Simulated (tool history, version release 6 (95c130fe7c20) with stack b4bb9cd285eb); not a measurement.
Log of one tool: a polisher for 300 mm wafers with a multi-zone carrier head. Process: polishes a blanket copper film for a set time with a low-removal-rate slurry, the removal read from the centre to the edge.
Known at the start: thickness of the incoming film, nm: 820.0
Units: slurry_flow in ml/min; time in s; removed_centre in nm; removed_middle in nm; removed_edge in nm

run	hour	slurry_flow	centre_zone	middle_zone	edge_zone	slurry_solids	time	removed_centre	removed_middle	removed_edge
1	0	220	1	1	1	1	35	67.301	65.95	65.041
2	3.5	225	1.01	0.99	1.04	1.1	35	68.954	66.883	68.291
3	6.2	225	1.01	0.99	1.04	0.9	35	67.079	63.118	65.162
4	15	230	1.03	0.99	1.07	1	35	70.05	63.315	65.755
5	20	230	1.03	0.91	1.07	1	35	68.487	62.726	67.949
6	26.9	230	1.03	0.84	1.07	1	35	70.05	58.878	67.045

Forecast run 7:
7	30.8	235	1.04	0.86	1.09	1.1	35	?	?	?

{"run 7": {"removed_centre": 71.792, "removed_middle": 60.044, "removed_edge": 70.243}}
